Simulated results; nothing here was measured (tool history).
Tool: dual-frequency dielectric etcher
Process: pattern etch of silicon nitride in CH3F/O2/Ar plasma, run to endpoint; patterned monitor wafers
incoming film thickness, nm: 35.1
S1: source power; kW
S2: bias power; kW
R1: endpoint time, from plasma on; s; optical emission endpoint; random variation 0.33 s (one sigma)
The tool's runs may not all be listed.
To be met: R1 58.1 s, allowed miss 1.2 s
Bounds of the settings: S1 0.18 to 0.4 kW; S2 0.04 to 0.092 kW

Run 1, hour 0: S1 0.29 kW, S2 0.066 kW. Result: R1 64.741 s.
Run 2, hour 8.8: S1 0.29 kW, S2 0.055 kW. Result: R1 69.825 s.
Run 3, hour 10.8: S1 0.29 kW, S2 0.05 kW. Result: R1 73.151 s.
Run 4, hour 16.7: S1 0.29 kW, S2 0.04 kW. Result: R1 80.673 s.
Run 5, hour 18.4: S1 0.29 kW, S2 0.044 kW. Result: R1 76.944 s.
Run 6, hour 26.5: S1 0.29 kW, S2 0.05 kW. Result: R1 73.102 s.
Run 7, hour 33.5: S1 0.3 kW, S2 0.052 kW. Result: R1 70.269 s.
Run 8, hour 36.7: S1 0.36 kW, S2 0.059 kW. Result: R1 64.929 s.

4 next moves are on the table. One of them brings every result within its allowed miss. Which?
Run A, hour 39.9: S1 0.39 kW, S2 0.082 kW. Result: R1 ?.
Run B, hour 39.9: S1 0.4 kW, S2 0.071 kW. Result: R1 ?.
Run C, hour 39.9: S1 0.4 kW, S2 0.081 kW. Result: R1 ?.
Run D, hour 39.9: S1 0.39 kW, S2 0.064 kW. Result: R1 ?.

move      R1
   A   55.12
   B  58.428
   C  55.119
   D  61.517
A: takes the result that was furthest off past its target
B: meets every target
C: takes the result that was furthest off past its target
D: nearer than the last run, and not there yet
Move B is the one to make.
